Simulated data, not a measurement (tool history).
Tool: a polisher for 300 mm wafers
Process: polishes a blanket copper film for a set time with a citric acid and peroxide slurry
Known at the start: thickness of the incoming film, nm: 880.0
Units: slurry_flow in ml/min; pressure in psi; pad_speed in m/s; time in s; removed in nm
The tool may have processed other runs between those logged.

run,hour,slurry_flow,pressure,pad_speed,slurry_solids,time,removed
1,0,295,3.5,0.98,1,22,53.667
2,4.9,295,3.5,0.74,1,22,40.857
3,13.3,295,3.5,0.74,0.8,22,39.095
4,18.8,305,4,0.74,0.8,22,43.731
5,24.3,305,4.5,0.74,0.8,22,49.125
6,30.2,310,4.8,0.74,0.8,22,51.311

Run 7 comes next. What will it give?
7,36.9,310,5,0.76,0.8,22,?

Run 7 measured removed 55.119 nm.
